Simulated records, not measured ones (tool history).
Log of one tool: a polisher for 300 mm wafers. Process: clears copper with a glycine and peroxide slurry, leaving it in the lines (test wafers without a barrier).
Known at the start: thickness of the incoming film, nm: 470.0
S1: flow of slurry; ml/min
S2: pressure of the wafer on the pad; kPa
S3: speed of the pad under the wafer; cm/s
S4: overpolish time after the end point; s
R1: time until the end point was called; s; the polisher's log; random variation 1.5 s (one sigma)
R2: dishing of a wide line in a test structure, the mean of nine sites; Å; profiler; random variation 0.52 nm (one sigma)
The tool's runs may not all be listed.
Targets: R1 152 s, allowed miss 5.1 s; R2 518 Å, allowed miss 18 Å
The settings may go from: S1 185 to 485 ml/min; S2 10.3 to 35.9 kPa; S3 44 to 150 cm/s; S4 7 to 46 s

run,hour,S1,S2,S3,S4,R1,R2
1,0,310,22.8,96,24,103.06,606.35
2,8.9,310,20.7,96,24,111.73,560.56
3,13.8,310,20,96,25,114.73,560.96
4,14.4,245,20,96,25,117.32,551.27
5,23.3,245,20,96,21,117.68,494.95
# hour 31: worn pad replaced by a new one
6,31,210,20,96,21,103.06,537.13
7,39.6,240,20,96,22,103.47,559.6
8,44.7,265,19.3,96,23,103.61,570.29

Which of these 4 next moves meets every target?
A,49.8,325,15.2,62,30,?,?
B,49.8,320,13.1,134,39,?,?
C,49.8,210,17.9,62,27,?,?
D,49.8,210,18.6,44,32,?,?

move,R1,R2
A,155.51,519.07
B,121.18,682.09
C,142.12,520.21
D,156.38,554.28
A: meets every target
B: as far off as the last run
C: nearer than the last run, and not there yet
D: brings the result that was furthest off to its target, and leaves another outside
Move A is the one to make.

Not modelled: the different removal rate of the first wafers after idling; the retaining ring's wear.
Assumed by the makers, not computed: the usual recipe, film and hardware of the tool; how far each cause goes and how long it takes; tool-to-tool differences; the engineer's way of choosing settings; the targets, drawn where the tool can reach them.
